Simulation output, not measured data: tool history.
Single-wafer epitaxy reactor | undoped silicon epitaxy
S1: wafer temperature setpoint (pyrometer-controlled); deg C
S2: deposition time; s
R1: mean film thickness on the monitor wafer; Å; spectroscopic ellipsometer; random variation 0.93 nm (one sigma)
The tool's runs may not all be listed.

{"run": 1, "hour": 0.0, "S1": 670, "S2": 591, "R1": 1387.7}
{"run": 2, "hour": 5.8, "S1": 670, "S2": 635, "R1": 1501}
{"run": 3, "hour": 9.8, "S1": 675, "S2": 636, "R1": 1643.1}
{"run": 4, "hour": 17.1, "S1": 685, "S2": 636, "R1": 1974.7}
{"run": 5, "hour": 24.3, "S1": 687, "S2": 642, "R1": 2056.3}
{"run": 6, "hour": 29.6, "S1": 683, "S2": 642, "R1": 1910.5}
{"run": 7, "hour": 30.9, "S1": 685, "S2": 648, "R1": 2005}

Forecast run 8:
{"run": 8, "hour": 35.6, "S1": 687, "S2": 653, "R1": "?"}

{"run 8": {"R1": 2098.1}}
